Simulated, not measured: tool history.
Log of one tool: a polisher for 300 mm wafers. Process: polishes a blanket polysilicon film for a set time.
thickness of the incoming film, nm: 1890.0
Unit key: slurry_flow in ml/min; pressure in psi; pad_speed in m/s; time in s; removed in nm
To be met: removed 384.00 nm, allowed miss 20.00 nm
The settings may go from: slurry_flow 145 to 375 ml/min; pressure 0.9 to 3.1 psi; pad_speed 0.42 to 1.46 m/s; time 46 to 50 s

run	hour	slurry_flow	pressure	pad_speed	time	removed
1	0.0	240	2.0	0.94	50	250.30
2	7.6	240	2.2	0.94	50	278.31
3	8.3	240	2.2	0.94	50	267.92
4	14.7	240	2.2	0.94	50	269.70
5	17.6	240	2.2	0.94	46	254.88
# hour 24.3: head pressure recalibrated
6	24.3	240	2.2	0.94	46	228.33
7	31.0	240	2.4	0.98	46	256.68
8	35.6	240	2.5	1.06	47	306.07
9	43.3	240	2.6	1.08	47	313.44

Below are 4 possible settings for the next run. Only one of them brings all results inside the allowed miss of their targets. Which is it?
A	51.0	180	2.9	1.12	46	?
B	51.0	175	2.6	1.28	50	?
C	51.0	265	2.4	1.28	48	?
D	51.0	175	2.7	1.18	46	?

move	removed
A	335.33
B	372.14
C	343.11
D	328.10
A: closes in on the targets versus the last run, not all within tolerance yet
B: every result lands within tolerance
C: closes in on the targets versus the last run, not all within tolerance yet
D: closes in on the targets versus the last run, not all within tolerance yet
The right move is B.
